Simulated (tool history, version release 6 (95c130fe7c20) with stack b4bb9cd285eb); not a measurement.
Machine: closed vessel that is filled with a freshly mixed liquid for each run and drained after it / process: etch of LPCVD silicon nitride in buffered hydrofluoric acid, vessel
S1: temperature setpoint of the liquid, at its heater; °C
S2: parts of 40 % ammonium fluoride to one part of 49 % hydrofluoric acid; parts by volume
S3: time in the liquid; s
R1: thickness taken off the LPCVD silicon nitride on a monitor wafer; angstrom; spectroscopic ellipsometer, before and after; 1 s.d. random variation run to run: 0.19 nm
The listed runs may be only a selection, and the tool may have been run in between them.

run 1 hour=0 | S1=24 S2=14.5 S3=3090 | R1=262.73
run 2 hour=7 | S1=24 S2=14.5 S3=3090 | R1=260.72
run 3 hour=14.2 | S1=24 S2=17 S3=3090 | R1=221.77
run 4 hour=20.5 | S1=24 S2=17 S3=3295 | R1=236.94
run 5 hour=22.6 | S1=24.5 S2=17 S3=3295 | R1=242.91
run 6 hour=29 | S1=25 S2=17 S3=3295 | R1=252.66
run 7 hour=37.2 | S1=25.5 S2=17 S3=3295 | R1=257.06

Expected results for the next run?
run 8 hour=39.9 | S1=29.5 S2=17 S3=3295 | R1=?

{"run 8": {"R1": 315.97}}
